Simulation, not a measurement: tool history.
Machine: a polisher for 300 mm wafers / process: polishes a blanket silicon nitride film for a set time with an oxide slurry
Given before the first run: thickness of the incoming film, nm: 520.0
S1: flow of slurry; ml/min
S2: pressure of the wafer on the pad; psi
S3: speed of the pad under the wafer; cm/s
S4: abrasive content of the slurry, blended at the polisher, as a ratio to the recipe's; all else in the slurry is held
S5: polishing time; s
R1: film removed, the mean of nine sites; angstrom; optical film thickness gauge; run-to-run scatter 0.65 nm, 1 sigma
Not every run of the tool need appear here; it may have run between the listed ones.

run,hour,S1,S2,S3,S4,S5,R1
1,0.0,235,4.6,104,1.0,73,631.95
2,2.3,235,4.6,122,1.0,73,691.93
3,11.2,235,4.6,110,1.0,73,653.92
4,16.3,235,4.6,110,1.0,76,684.29
5,19.6,235,5.0,110,1.0,76,747.27
6,25.6,235,5.0,110,0.9,76,700.43
7,28.0,235,5.4,110,0.9,76,753.52
8,36.1,250,6.7,112,0.9,76,946.38
9,40.4,250,6.8,112,0.9,76,982.75

The next listed run, before its measurement:
10,47.6,250,6.9,112,0.9,76,?

Run 10 came out at R1 987.99 angstrom.

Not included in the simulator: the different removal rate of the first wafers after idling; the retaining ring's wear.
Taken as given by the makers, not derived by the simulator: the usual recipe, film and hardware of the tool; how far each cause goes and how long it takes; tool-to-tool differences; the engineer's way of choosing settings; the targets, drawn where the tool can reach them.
